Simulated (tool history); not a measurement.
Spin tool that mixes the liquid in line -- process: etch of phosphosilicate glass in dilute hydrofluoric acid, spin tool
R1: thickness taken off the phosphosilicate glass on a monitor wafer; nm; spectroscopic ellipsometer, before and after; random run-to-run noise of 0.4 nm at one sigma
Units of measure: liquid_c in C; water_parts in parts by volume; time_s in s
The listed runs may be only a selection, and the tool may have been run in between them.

{"run": 1, "hour": 0.0, "liquid_c": 21.0, "water_parts": 90, "time_s": 15, "R1": 17.082}
{"run": 2, "hour": 5.2, "liquid_c": 23.0, "water_parts": 75, "time_s": 15, "R1": 22.831}
{"run": 3, "hour": 9.5, "liquid_c": 23.0, "water_parts": 75, "time_s": 15, "R1": 22.48}
{"run": 4, "hour": 12.6, "liquid_c": 20.0, "water_parts": 75, "time_s": 15, "R1": 19.892}
{"run": 5, "hour": 19.7, "liquid_c": 20.0, "water_parts": 75, "time_s": 15, "R1": 20.182}
{"run": 6, "hour": 20.8, "liquid_c": 20.0, "water_parts": 75, "time_s": 15, "R1": 19.812}
{"run": 7, "hour": 21.7, "liquid_c": 22.5, "water_parts": 65, "time_s": 15, "R1": 25.655}
{"run": 8, "hour": 30.2, "liquid_c": 24.5, "water_parts": 60, "time_s": 15, "R1": 30.533}

What will run 9 give?
{"run": 9, "hour": 37.1, "liquid_c": 26.0, "water_parts": 55, "time_s": 15, "R1": "?"}

{"run 9": {"R1": 35.526}}
